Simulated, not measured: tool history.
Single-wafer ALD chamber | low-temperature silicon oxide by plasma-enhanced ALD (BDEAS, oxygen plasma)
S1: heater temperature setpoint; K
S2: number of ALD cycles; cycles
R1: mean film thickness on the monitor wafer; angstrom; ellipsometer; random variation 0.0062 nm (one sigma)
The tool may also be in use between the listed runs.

run 1 day=0.000 | S1=363.15 S2=26 | R1=40.150
run 2 day=0.042 | S1=363.15 S2=23 | R1=35.364
run 3 day=0.404 | S1=358.15 S2=23 | R1=35.852
run 4 day=0.504 | S1=351.15 S2=23 | R1=36.704
run 5 day=0.529 | S1=351.15 S2=25 | R1=39.767
run 6 day=0.558 | S1=351.15 S2=23 | R1=36.623
run 7 day=0.808 | S1=363.15 S2=20 | R1=30.815

Forecast run 8:
run 8 day=1.112 | S1=364.15 S2=20 | R1=?

Run 8 gave R1 30.576 angstrom.
